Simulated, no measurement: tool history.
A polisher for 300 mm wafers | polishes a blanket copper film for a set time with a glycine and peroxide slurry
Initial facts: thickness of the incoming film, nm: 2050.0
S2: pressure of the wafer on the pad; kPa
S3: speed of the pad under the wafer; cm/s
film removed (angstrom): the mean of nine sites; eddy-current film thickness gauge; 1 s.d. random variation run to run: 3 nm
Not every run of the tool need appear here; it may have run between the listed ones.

run 1 hour=0.0 | flow_of_slurry_(ml/min)=215 S2=24.1 S3=124 polishing_time_(s)=35 | film_removed_(angstrom)=2620.9
run 2 hour=2.5 | flow_of_slurry_(ml/min)=160 S2=24.1 S3=124 polishing_time_(s)=35 | film_removed_(angstrom)=2524.8
run 3 hour=11.4 | flow_of_slurry_(ml/min)=130 S2=24.1 S3=124 polishing_time_(s)=35 | film_removed_(angstrom)=2397.7
run 4 hour=13.5 | flow_of_slurry_(ml/min)=150 S2=25.5 S3=124 polishing_time_(s)=35 | film_removed_(angstrom)=2568.0
run 5 hour=17.4 | flow_of_slurry_(ml/min)=165 S2=26.9 S3=124 polishing_time_(s)=35 | film_removed_(angstrom)=2702.8
run 6 hour=18.9 | flow_of_slurry_(ml/min)=180 S2=28.3 S3=124 polishing_time_(s)=35 | film_removed_(angstrom)=2838.5
run 7 hour=21.9 | flow_of_slurry_(ml/min)=190 S2=29.6 S3=126 polishing_time_(s)=35 | film_removed_(angstrom)=2994.3
run 8 hour=25.5 | flow_of_slurry_(ml/min)=200 S2=30.3 S3=128 polishing_time_(s)=35 | film_removed_(angstrom)=3129.0
run 9 hour=33.3 | flow_of_slurry_(ml/min)=210 S2=31.0 S3=128 polishing_time_(s)=35 | film_removed_(angstrom)=3173.6
run 10 hour=37.9 | flow_of_slurry_(ml/min)=215 S2=31.7 S3=130 polishing_time_(s)=35 | film_removed_(angstrom)=3253.4
run 11 hour=44.3 | flow_of_slurry_(ml/min)=220 S2=32.4 S3=132 polishing_time_(s)=35 | film_removed_(angstrom)=3372.0
run 12 hour=46.4 | flow_of_slurry_(ml/min)=225 S2=33.1 S3=134 polishing_time_(s)=35 | film_removed_(angstrom)=3532.4
run 13 hour=55.0 | flow_of_slurry_(ml/min)=225 S2=33.1 S3=134 polishing_time_(s)=35 | film_removed_(angstrom)=3563.7
run 14 hour=56.6 | flow_of_slurry_(ml/min)=230 S2=33.8 S3=134 polishing_time_(s)=35 | film_removed_(angstrom)=3590.9
run 15 hour=62.7 | flow_of_slurry_(ml/min)=235 S2=34.5 S3=134 polishing_time_(s)=35 | film_removed_(angstrom)=3649.0
run 16 hour=67.4 | flow_of_slurry_(ml/min)=235 S2=35.2 S3=136 polishing_time_(s)=35 | film_removed_(angstrom)=3718.7

Run 17, settings as shown, results not yet in. Your forecast:
run 17 hour=75.3 | flow_of_slurry_(ml/min)=240 S2=35.2 S3=136 polishing_time_(s)=35 | film_removed_(angstrom)=?

film removed (angstrom): 3695.6
